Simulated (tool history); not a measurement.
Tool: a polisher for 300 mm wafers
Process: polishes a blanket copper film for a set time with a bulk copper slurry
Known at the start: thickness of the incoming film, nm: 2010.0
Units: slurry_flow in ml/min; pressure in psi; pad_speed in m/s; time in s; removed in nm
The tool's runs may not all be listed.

run,hour,slurry_flow,pressure,pad_speed,slurry_solids,time,removed
1,0.0,310,2.5,1.10,1.0,47,464.19
2,6.1,310,2.8,1.10,1.0,47,522.63
3,9.1,310,2.8,1.34,1.0,47,605.04
4,16.1,310,3.4,1.34,1.0,47,732.72
5,20.7,310,3.3,1.34,1.0,47,716.01
6,25.8,310,3.3,1.34,1.0,50,765.83

Run 7 comes next. What will it give?
# hour 31.5: slurry blender recalibrated
7,31.5,310,3.2,1.34,1.0,50,?

Run 7 gave removed 784.85 nm.
